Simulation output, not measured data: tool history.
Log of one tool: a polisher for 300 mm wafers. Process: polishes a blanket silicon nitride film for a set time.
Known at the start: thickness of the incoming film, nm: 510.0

| run | hour | flow of slurry (ml/min) | pressure of the wafer on the pad (kPa) | speed of the pad under the wafer (cm/s) | polishing time (s) | film removed (nm) |
|---|---|---|---|---|---|---|
| 1 | 0.0 | 315 | 29.6 | 116 | 44 | 104.12 |
| 2 | 1.0 | 315 | 33.1 | 116 | 44 | 113.23 |
| 3 | 7.6 | 315 | 36.5 | 116 | 44 | 123.37 |
| 4 | 13.8 | 315 | 36.5 | 116 | 40 | 112.18 |
| 5 | 20.5 | 315 | 41.4 | 116 | 40 | 123.92 |
| 6 | 22.5 | 315 | 46.2 | 116 | 40 | 135.65 |
| 7 | 24.9 | 315 | 46.2 | 122 | 40 | 140.80 |
| 8 | 30.0 | 315 | 46.2 | 126 | 40 | 144.85 |
| 9 | 35.3 | 315 | 46.2 | 130 | 40 | 147.33 |

Forecast run 10:
| 10 | 37.5 | 315 | 46.2 | 134 | 40 | ? |

film removed (nm): 149.81
